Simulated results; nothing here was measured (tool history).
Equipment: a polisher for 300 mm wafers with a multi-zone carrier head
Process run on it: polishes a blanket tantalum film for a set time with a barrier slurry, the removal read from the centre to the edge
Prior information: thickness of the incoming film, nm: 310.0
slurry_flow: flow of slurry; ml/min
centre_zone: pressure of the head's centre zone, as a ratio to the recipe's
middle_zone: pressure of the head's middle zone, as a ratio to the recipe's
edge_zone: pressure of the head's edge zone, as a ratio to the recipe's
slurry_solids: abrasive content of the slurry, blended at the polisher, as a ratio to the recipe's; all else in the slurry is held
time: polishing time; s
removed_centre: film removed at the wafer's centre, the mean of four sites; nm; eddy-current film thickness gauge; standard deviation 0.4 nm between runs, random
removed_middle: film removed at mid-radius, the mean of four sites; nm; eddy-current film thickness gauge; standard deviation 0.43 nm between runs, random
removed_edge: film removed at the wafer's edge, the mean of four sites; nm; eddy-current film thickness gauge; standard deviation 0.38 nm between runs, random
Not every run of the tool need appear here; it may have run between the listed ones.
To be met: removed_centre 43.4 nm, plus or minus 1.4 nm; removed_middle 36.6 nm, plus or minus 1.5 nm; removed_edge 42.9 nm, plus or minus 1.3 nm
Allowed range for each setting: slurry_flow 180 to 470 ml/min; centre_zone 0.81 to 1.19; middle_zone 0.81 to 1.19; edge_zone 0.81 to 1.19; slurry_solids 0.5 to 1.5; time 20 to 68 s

run 1 day=0 | slurry_flow=300 centre_zone=1 middle_zone=1 edge_zone=1 slurry_solids=1 time=44 | removed_centre=36.661 removed_middle=37.546 removed_edge=38.22
run 2 day=0.267 | slurry_flow=300 centre_zone=1 middle_zone=1 edge_zone=0.94 slurry_solids=1 time=44 | removed_centre=36.862 removed_middle=36.565 removed_edge=36.176
run 3 day=0.542 | slurry_flow=300 centre_zone=1 middle_zone=1 edge_zone=0.94 slurry_solids=1.15 time=44 | removed_centre=39.134 removed_middle=39.756 removed_edge=38.942
run 4 day=0.862 | slurry_flow=310 centre_zone=1.03 middle_zone=0.96 edge_zone=0.97 slurry_solids=1.15 time=44 | removed_centre=39.787 removed_middle=38.185 removed_edge=39.753
run 5 day=0.896 | slurry_flow=245 centre_zone=1.03 middle_zone=0.96 edge_zone=0.97 slurry_solids=1.15 time=44 | removed_centre=38.655 removed_middle=37.304 removed_edge=38.804
run 6 day=1.171 | slurry_flow=245 centre_zone=1.03 middle_zone=0.96 edge_zone=0.97 slurry_solids=1 time=44 | removed_centre=36.799 removed_middle=34.587 removed_edge=37.115
run 7 day=1.312 | slurry_flow=265 centre_zone=1.07 middle_zone=0.95 edge_zone=1.01 slurry_solids=1 time=44 | removed_centre=38.766 removed_middle=36.084 removed_edge=36.997
run 8 day=1.508 | slurry_flow=190 centre_zone=1.05 middle_zone=0.85 edge_zone=1.02 slurry_solids=1.25 time=45 | removed_centre=39.439 removed_middle=34.379 removed_edge=40.648
run 9 day=1.662 | slurry_flow=210 centre_zone=1.06 middle_zone=0.85 edge_zone=1.04 slurry_solids=1.25 time=45 | removed_centre=40.556 removed_middle=34.686 removed_edge=41.341
run 10 day=1.829 | slurry_flow=225 centre_zone=1.07 middle_zone=0.86 edge_zone=1.05 slurry_solids=1.25 time=45 | removed_centre=41.666 removed_middle=34.873 removed_edge=42.008
run 11 day=1.95 | slurry_flow=235 centre_zone=1.07 middle_zone=0.87 edge_zone=1.05 slurry_solids=1.25 time=45 | removed_centre=41.312 removed_middle=36.898 removed_edge=41.989
run 12 day=2.204 | slurry_flow=235 centre_zone=1.07 middle_zone=0.87 edge_zone=1.05 slurry_solids=1.25 time=45 | removed_centre=41.649 removed_middle=36.177 removed_edge=41.771
run 13 day=2.358 | slurry_flow=245 centre_zone=1.08 middle_zone=0.86 edge_zone=1.06 slurry_solids=1.25 time=45 | removed_centre=41.962 removed_middle=35.705 removed_edge=42.88

Exactly one of the 4 candidate moves below puts every result within its allowed miss. Which one?
run A day=2.512 | slurry_flow=275 centre_zone=1.1 middle_zone=0.85 edge_zone=1.06 slurry_solids=1.3 time=45 | removed_centre=? removed_middle=? removed_edge=?
run B day=2.512 | slurry_flow=220 centre_zone=1.19 middle_zone=0.97 edge_zone=0.99 slurry_solids=1.2 time=48 | removed_centre=? removed_middle=? removed_edge=?
run C day=2.512 | slurry_flow=230 centre_zone=1.18 middle_zone=0.85 edge_zone=1.01 slurry_solids=1.25 time=47 | removed_centre=? removed_middle=? removed_edge=?
run D day=2.512 | slurry_flow=190 centre_zone=1.17 middle_zone=0.9 edge_zone=0.94 slurry_solids=1.5 time=47 | removed_centre=? removed_middle=? removed_edge=?

move=A removed_centre=43.739 removed_middle=37.017 removed_edge=43.519
move=B removed_centre=47.083 removed_middle=41.473 removed_edge=42.837
move=C removed_centre=46.649 removed_middle=37.373 removed_edge=43.151
move=D removed_centre=47.094 removed_middle=39.812 removed_edge=42.805
A: every result lands within tolerance
B: the result that was furthest off in the last run now lies on the other side of its target
C: the result that was furthest off in the last run now lies on the other side of its target
D: the result that was furthest off in the last run now lies on the other side of its target
Correct choice: A, which meets every target

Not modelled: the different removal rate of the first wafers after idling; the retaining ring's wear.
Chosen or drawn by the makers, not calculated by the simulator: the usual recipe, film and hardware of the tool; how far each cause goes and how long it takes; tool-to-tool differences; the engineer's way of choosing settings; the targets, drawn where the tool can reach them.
